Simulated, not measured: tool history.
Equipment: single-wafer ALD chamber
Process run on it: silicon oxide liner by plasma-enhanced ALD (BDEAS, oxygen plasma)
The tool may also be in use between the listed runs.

run    day  heater temperature setpoint (°C)  number of ALD cycles (cycles)  mean film thickness on the monitor wafer (Å)
  1      0                               310                             71                                        67.237
  2  0.292                               304                             71                                        68.147
  3  0.604                               305                             69                                        66.104
  4  0.729                               305                             64                                        60.869
  5  1.029                               305                             73                                        69.841
  6  1.204                               305                             81                                        77.533
  7  1.267                               306                             77                                        73.377
  8  1.529                               307                             74                                        70.947

Estimate the outcome of run 9 from the log above:
  9  1.558                               307                             71                                             ?

mean film thickness on the monitor wafer (Å): 67.253
